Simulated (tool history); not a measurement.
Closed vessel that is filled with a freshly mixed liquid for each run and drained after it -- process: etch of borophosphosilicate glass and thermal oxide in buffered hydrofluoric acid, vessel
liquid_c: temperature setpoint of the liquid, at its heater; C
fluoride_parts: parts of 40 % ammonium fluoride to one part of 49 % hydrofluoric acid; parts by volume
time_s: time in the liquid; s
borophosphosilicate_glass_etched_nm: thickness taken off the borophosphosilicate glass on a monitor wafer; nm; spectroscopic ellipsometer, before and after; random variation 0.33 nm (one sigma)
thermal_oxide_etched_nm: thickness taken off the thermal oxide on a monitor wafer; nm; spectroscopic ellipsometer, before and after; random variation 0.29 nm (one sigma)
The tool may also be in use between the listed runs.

| run | hour | liquid_c | fluoride_parts | time_s | borophosphosilicate_glass_etched_nm | thermal_oxide_etched_nm |
|---|---|---|---|---|---|---|
| 1 | 0.0 | 22.0 | 20.0 | 60 | 57.516 | 26.070 |
| 2 | 2.8 | 23.0 | 20.0 | 60 | 60.414 | 27.618 |
| 3 | 3.9 | 23.0 | 25.5 | 60 | 50.708 | 23.674 |
| 4 | 7.7 | 24.5 | 25.0 | 60 | 56.191 | 25.501 |
| 5 | 12.1 | 24.5 | 25.0 | 35 | 32.701 | 15.028 |
| 6 | 16.4 | 24.5 | 27.5 | 35 | 30.524 | 13.983 |
| 7 | 21.9 | 26.0 | 22.5 | 35 | 37.734 | 17.500 |

Run 8 is up next; what results do you expect?
| 8 | 23.7 | 27.0 | 18.5 | 35 | ? | ? |

{"run 8": {"borophosphosilicate_glass_etched_nm": 47.499, "thermal_oxide_etched_nm": 21.151}}
